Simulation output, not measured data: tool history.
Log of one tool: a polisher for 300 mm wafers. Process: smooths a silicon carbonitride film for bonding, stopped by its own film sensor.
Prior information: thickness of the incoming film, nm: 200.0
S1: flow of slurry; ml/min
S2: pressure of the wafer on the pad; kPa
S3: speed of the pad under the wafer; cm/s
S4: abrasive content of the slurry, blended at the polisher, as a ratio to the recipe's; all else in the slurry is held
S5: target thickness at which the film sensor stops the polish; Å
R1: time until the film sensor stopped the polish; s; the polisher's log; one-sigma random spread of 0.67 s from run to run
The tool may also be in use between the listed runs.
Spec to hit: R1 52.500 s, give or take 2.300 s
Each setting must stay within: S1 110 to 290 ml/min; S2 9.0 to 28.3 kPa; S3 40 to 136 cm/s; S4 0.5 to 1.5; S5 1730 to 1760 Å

run 1 day=0.000 | S1=185 S2=18.6 S3=88 S4=1.0 S5=1730 | R1=82.611
run 2 day=0.296 | S1=145 S2=18.6 S3=88 S4=1.0 S5=1730 | R1=87.661
run 3 day=0.475 | S1=155 S2=20.0 S3=88 S4=1.0 S5=1730 | R1=77.856
run 4 day=0.796 | S1=110 S2=20.0 S3=88 S4=1.0 S5=1730 | R1=86.248
run 5 day=0.871 | S1=110 S2=21.4 S3=88 S4=1.0 S5=1730 | R1=81.286
run 6 day=1.233 | S1=130 S2=22.1 S3=88 S4=1.0 S5=1730 | R1=74.639
run 7 day=1.588 | S1=145 S2=22.8 S3=88 S4=1.0 S5=1730 | R1=72.778
run 8 day=1.858 | S1=155 S2=24.1 S3=88 S4=1.0 S5=1730 | R1=65.974
run 9 day=2.100 | S1=165 S2=24.8 S3=88 S4=1.0 S5=1730 | R1=64.575
run 10 day=2.333 | S1=170 S2=25.5 S3=88 S4=1.0 S5=1730 | R1=61.799

Next run, 5 choices. One meets every target within its allowed miss, the rest don't. Which?
run A day=2.567 | S1=235 S2=24.8 S3=70 S4=1.0 S5=1730 | R1=?
run B day=2.567 | S1=130 S2=28.3 S3=72 S4=0.8 S5=1760 | R1=?
run C day=2.567 | S1=160 S2=20.7 S3=84 S4=1.0 S5=1730 | R1=?
run D day=2.567 | S1=240 S2=26.2 S3=94 S4=1.1 S5=1730 | R1=?
run E day=2.567 | S1=170 S2=26.9 S3=96 S4=1.1 S5=1760 | R1=?

move=A R1=72.269
move=B R1=66.212
move=C R1=79.061
move=D R1=52.273
move=E R1=46.802
A: moves away from the targets compared with the last run
B: moves away from the targets compared with the last run
C: moves away from the targets compared with the last run
D: every result lands within tolerance
E: takes the biggest miss from the last run beyond its target
D is the move that brings every result within its allowed miss.

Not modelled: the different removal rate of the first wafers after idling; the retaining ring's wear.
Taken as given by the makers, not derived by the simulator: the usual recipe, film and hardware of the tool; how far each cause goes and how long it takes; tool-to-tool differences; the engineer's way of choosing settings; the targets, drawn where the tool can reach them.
